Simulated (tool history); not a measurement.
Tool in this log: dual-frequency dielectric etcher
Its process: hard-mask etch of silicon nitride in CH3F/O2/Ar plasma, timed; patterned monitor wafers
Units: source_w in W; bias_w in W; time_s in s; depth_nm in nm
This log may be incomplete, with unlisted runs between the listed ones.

| run | day | source_w | bias_w | time_s | depth_nm |
|---|---|---|---|---|---|
| 1 | 0 | 420 | 68 | 85.5 | 58.414 |
| 2 | 0.325 | 420 | 64 | 85.5 | 57.2 |
| 3 | 0.367 | 460 | 67 | 85.5 | 61.343 |
| 4 | 0.679 | 480 | 68 | 85.5 | 61.685 |
| 5 | 0.921 | 420 | 68 | 85.5 | 57.795 |
| 6 | 1.162 | 450 | 70 | 85.5 | 61.07 |
| 7 | 1.446 | 470 | 71 | 85.5 | 61.709 |
| 8 | 1.483 | 470 | 71 | 85.5 | 62.411 |
| 9 | 1.529 | 490 | 72 | 85.5 | 64.338 |

The next listed run, before its measurement:
| 10 | 1.896 | 500 | 72 | 85.5 | ? |

depth_nm: 64.306 nm

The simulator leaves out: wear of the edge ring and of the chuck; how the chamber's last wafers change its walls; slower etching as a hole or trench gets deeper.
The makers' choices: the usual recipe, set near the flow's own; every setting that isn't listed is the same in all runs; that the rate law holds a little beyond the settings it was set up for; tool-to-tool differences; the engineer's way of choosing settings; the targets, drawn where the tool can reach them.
